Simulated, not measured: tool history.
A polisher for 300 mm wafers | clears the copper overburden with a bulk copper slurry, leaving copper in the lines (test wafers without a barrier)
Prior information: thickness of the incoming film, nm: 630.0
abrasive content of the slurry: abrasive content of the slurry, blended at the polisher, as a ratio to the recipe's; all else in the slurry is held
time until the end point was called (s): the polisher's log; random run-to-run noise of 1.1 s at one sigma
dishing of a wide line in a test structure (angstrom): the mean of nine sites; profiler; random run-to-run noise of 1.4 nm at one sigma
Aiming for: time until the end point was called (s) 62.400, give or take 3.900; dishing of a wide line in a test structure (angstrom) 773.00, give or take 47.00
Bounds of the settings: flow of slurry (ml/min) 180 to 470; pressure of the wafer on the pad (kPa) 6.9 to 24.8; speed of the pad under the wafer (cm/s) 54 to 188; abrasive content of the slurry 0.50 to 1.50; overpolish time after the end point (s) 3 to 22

run,hour,flow of slurry (ml/min),pressure of the wafer on the pad (kPa),speed of the pad under the wafer (cm/s),abrasive content of the slurry,overpolish time after the end point (s),time until the end point was called (s),dishing of a wide line in a test structure (angstrom)
1,0.0,300,15.9,120,1.00,11,72.621,565.90
2,4.7,350,15.9,120,1.00,11,72.787,572.80
3,13.2,350,15.9,138,1.00,11,63.299,616.33
4,15.7,405,15.9,138,1.00,11,62.677,609.05
5,17.0,405,15.9,136,1.00,12,63.841,637.90
6,18.2,370,15.9,136,1.00,12,64.723,641.62
7,19.3,370,15.9,136,1.00,13,63.043,652.91
8,23.7,370,15.9,134,1.00,15,65.818,700.35

Which one of the following 4 next-run settings gets every result inside its allowed miss? There is exactly one.
A,28.1,305,14.5,150,1.15,10,?,?
B,28.1,340,15.2,150,0.95,17,?,?
C,28.1,355,17.2,114,1.00,21,?,?
D,28.1,370,13.8,162,1.05,12,?,?

move,time until the end point was called (s),dishing of a wide line in a test structure (angstrom)
A,62.630,574.93
B,61.842,748.97
C,70.282,790.67
D,61.114,637.19
A: moves away from the targets compared with the last run
B: each result inside its tolerance
C: the worst result of the last run now meets its target, but another is out of spec
D: moves away from the targets compared with the last run
B is the move that brings every result within its allowed miss.
